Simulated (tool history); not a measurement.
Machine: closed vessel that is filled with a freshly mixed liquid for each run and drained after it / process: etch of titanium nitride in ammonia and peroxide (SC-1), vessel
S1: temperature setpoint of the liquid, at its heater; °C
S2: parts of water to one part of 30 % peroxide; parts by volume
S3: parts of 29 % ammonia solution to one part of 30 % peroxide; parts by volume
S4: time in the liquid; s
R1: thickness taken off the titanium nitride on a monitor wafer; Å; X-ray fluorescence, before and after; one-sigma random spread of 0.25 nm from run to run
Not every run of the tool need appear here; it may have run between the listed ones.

run  hour    S1   S2   S3   S4      R1
  1   0.0  54.0  7.0  0.6  280  187.95
  2   6.7  54.0  9.5  0.6  280  161.67
  3  12.4  55.5  9.5  0.6  280  177.42
  4  20.7  56.5  9.5  0.6  280  189.42
     23.4  -- thermometer replaced
  5  23.4  57.5  9.5  0.6  280  175.99
  6  25.2  59.5  9.0  0.6  280  208.44
  7  29.4  61.0  9.0  0.6  280  226.73

Run 8 is up next; what results do you expect?
  8  30.2  65.0  9.0  0.6  280   ?

R1: 292.06 Å
